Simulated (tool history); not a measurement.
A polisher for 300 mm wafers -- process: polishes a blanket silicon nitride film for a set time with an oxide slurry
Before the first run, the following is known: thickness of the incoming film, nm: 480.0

run,hour,flow of slurry (ml/min),pressure of the wafer on the pad (psi),speed of the pad under the wafer (cm/s),abrasive content of the slurry,polishing time (s),film removed (Å)
1,0.0,275,3.9,88,1.0,108,708.51
2,3.2,275,3.9,98,1.0,108,799.61
3,9.7,275,3.9,98,1.0,108,789.89
4,16.8,275,3.9,98,1.0,108,775.12
5,22.3,275,3.4,96,1.0,108,668.51
6,28.4,275,3.0,96,1.0,108,607.31
7,34.0,275,2.7,94,1.0,108,539.83

Predict the results of run 8:
8,41.2,275,2.5,94,1.0,108,?

{"run 8": {"film removed (Å)": 489.69}}
